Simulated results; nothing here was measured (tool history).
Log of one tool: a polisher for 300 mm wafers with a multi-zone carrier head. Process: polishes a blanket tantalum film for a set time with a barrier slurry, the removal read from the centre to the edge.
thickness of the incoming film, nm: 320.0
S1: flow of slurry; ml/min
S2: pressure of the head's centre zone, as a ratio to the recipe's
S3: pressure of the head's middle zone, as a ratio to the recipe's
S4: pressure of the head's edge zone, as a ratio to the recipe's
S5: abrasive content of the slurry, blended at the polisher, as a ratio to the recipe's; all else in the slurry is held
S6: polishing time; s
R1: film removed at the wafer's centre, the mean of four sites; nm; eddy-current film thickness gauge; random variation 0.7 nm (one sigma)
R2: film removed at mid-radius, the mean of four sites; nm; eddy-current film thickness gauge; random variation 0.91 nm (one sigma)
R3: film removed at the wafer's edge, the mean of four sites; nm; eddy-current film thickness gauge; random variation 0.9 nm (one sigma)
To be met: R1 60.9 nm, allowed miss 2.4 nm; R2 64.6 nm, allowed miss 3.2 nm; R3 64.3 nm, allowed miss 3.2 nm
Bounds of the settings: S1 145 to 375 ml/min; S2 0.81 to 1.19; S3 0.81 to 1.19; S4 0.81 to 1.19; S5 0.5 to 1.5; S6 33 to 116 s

run,hour,S1,S2,S3,S4,S5,S6,R1,R2,R3
1,0,240,1,1,1,1,74,76.539,77.369,79.738
2,4.1,240,1,1,1,1,57,58.618,61.13,61.333
3,9.3,245,1,1.01,1.01,1,57,58.346,60.288,61.269
4,12.7,245,1,1.01,0.95,1,57,58.295,59.766,60.443
5,17,245,1,1.01,0.95,1,73,74.991,78.991,75.586
6,18.9,245,1,1.01,0.9,1,73,74.987,77.113,73.949
7,24.3,240,0.98,0.99,0.89,0.9,72,69.719,75.288,71.992
8,29.7,240,0.99,0.97,0.89,0.8,70,65.53,67.998,68.737

4 next moves are on the table. One of them brings every result within its allowed miss. Which?
A,35.1,290,0.89,1.03,1.01,0.5,71,?,?,?
B,35.1,265,1.11,1.04,0.85,0.95,66,?,?,?
C,35.1,245,0.99,0.99,0.98,0.65,68,?,?,?
D,35.1,320,0.93,0.81,0.99,0.85,65,?,?,?

move,R1,R2,R3
A,53.548,65.241,63.808
B,73.736,72.398,65.974
C,60.415,64.473,64.368
D,60.294,59.935,68.187
A: takes the result that was furthest off past its target
B: further off than the last run
C: meets every target
D: brings the result that was furthest off to its target, and leaves another outside
Move C is the one to make.

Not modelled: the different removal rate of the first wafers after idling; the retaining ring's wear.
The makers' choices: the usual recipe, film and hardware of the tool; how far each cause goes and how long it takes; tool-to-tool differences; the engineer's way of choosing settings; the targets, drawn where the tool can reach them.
